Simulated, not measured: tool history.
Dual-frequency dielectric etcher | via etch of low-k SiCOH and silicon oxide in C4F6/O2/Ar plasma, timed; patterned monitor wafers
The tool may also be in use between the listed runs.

run	hour	source power (kW)	bias power (kW)	etch time (s)	mean etch depth across the wafer (angstrom)
1	0.0	0.240	0.163	49.5	1020.2
2	8.1	0.250	0.165	49.5	1048.0
3	10.0	0.250	0.165	49.5	1043.8
4	14.6	0.280	0.165	49.5	1101.2
5	16.3	0.280	0.165	45.5	1012.2
6	22.6	0.290	0.168	45.5	1025.3
7	24.2	0.290	0.172	46.0	1049.4
8	26.6	0.290	0.174	46.0	1062.6
9	27.8	0.290	0.175	46.0	1059.2
10	34.8	0.290	0.177	46.0	1065.2
11	36.5	0.290	0.178	46.0	1064.4
12	42.8	0.290	0.180	46.0	1074.1
13	50.7	0.290	0.181	46.0	1073.8
14	59.0	0.290	0.181	46.0	1079.3

The next listed run, before its measurement:
15	67.5	0.290	0.182	46.0	?

Run 15 came out at mean etch depth across the wafer (angstrom) 1080.0.
